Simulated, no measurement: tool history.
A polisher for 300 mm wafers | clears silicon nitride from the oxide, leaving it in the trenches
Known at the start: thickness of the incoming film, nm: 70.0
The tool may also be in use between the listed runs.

run	hour	flow of slurry (ml/min)	pressure of the wafer on the pad (kPa)	speed of the pad under the wafer (m/s)	overpolish time after the end point (s)	time until the end point was called (s)
1	0.0	220	13.8	0.98	12	156.64
2	4.3	220	13.1	0.98	12	163.34
3	12.2	220	13.1	0.98	9	163.88
4	19.4	220	12.4	0.98	9	173.85
5	24.4	220	12.4	1.06	9	162.33
6	27.7	220	12.4	1.06	9	157.87
7	33.7	220	11.7	1.06	9	172.09
8	41.8	220	11.0	1.06	9	180.06

The next listed run, before its measurement:
9	45.0	220	10.3	1.06	9	?

{"run 9": {"time until the end point was called (s)": 192.61}}
